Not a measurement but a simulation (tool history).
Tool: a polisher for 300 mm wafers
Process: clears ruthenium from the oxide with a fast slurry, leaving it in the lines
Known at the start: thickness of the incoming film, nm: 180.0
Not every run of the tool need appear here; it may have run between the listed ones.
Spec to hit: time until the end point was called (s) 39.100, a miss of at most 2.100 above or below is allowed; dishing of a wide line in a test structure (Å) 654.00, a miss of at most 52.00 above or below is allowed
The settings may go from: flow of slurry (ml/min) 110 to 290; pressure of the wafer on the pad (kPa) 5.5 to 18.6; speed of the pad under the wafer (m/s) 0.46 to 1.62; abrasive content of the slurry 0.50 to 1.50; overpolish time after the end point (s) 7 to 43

run	hour	flow of slurry (ml/min)	pressure of the wafer on the pad (kPa)	speed of the pad under the wafer (m/s)	abrasive content of the slurry	overpolish time after the end point (s)	time until the end point was called (s)	dishing of a wide line in a test structure (Å)
1	0.0	185	11.7	1.04	1.00	22	69.508	384.82
2	7.1	185	13.1	1.06	1.00	23	62.609	422.57
3	11.2	185	13.1	0.94	1.00	23	69.705	399.80
4	12.4	185	13.1	0.94	0.90	23	71.410	387.48
5	13.8	185	14.5	0.98	0.90	24	63.829	433.88
6	18.3	185	15.2	1.04	0.90	25	56.312	485.50
7	19.5	185	15.9	1.06	0.90	25	53.098	510.97
# hour 27.5: head pressure recalibrated
8	27.5	185	16.5	1.08	0.90	25	53.821	505.44
9	34.0	185	17.2	1.14	0.90	25	49.633	511.32
10	34.7	185	17.9	1.20	0.90	26	45.692	568.86
11	40.8	185	17.9	1.24	0.90	26	42.898	563.54
12	45.5	185	17.9	1.26	0.90	27	43.961	562.49

Of the 5 settings listed for the next run, only one would bring every result within its allowed miss of target. Which one?
A	50.2	160	15.9	1.26	0.80	19	?	?
B	50.2	200	15.9	1.40	0.85	24	?	?
C	50.2	220	17.9	1.34	1.00	32	?	?
D	50.2	170	18.6	1.06	0.95	43	?	?
E	50.2	210	15.9	1.40	1.20	23	?	?

move	time until the end point was called (s)	dishing of a wide line in a test structure (Å)
A	52.197	441.52
B	44.409	552.71
C	38.159	662.04
D	48.893	671.93
E	38.816	577.70
A: lands further from the targets than the last run did
B: lands further from the targets than the last run did
C: each result inside its tolerance
D: lands further from the targets than the last run did
E: meets the target for the result that was furthest off, but another lies outside its allowed miss
Correct choice: C, which meets every target

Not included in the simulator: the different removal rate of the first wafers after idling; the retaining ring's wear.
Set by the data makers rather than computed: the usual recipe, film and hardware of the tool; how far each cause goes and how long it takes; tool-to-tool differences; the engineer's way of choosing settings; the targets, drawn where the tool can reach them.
